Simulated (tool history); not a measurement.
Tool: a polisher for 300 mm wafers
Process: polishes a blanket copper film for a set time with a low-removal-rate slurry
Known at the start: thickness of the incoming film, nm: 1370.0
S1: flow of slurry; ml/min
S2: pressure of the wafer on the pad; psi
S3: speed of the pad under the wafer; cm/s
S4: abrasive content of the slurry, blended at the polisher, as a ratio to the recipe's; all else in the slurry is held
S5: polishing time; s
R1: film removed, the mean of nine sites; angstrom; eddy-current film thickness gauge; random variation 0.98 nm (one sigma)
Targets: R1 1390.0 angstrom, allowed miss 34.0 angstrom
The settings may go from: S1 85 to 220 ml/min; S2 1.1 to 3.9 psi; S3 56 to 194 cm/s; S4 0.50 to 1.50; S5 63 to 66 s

| run | hour | S1 | S2 | S3 | S4 | S5 | R1 |
|---|---|---|---|---|---|---|---|
| 1 | 0.0 | 140 | 2.5 | 124 | 1.00 | 63 | 1941.2 |
| 2 | 7.8 | 140 | 2.5 | 124 | 0.90 | 63 | 1906.6 |
| 3 | 16.9 | 130 | 2.3 | 124 | 0.90 | 63 | 1733.7 |
| 4 | 20.8 | 125 | 2.2 | 124 | 0.90 | 63 | 1670.0 |
| 5 | 24.7 | 125 | 2.2 | 94 | 0.90 | 63 | 1278.2 |
| 6 | 28.2 | 125 | 2.2 | 94 | 1.00 | 63 | 1287.0 |
| 7 | 36.0 | 135 | 2.2 | 94 | 1.00 | 63 | 1306.8 |
| 8 | 39.2 | 140 | 2.2 | 94 | 1.00 | 63 | 1301.0 |

Which of these 4 next moves meets every target?
| A | 42.4 | 130 | 2.6 | 86 | 0.95 | 63 | ? |
| B | 42.4 | 145 | 1.8 | 110 | 1.15 | 64 | ? |
| C | 42.4 | 180 | 2.4 | 88 | 1.15 | 65 | ? |
| D | 42.4 | 145 | 2.3 | 94 | 1.05 | 66 | ? |

| move | R1 |
|---|---|
| A | 1383.8 |
| B | 1307.5 |
| C | 1447.1 |
| D | 1443.9 |
A: meets every target
B: nearer than the last run, and not there yet
C: takes the result that was furthest off past its target
D: takes the result that was furthest off past its target
The right move is A.
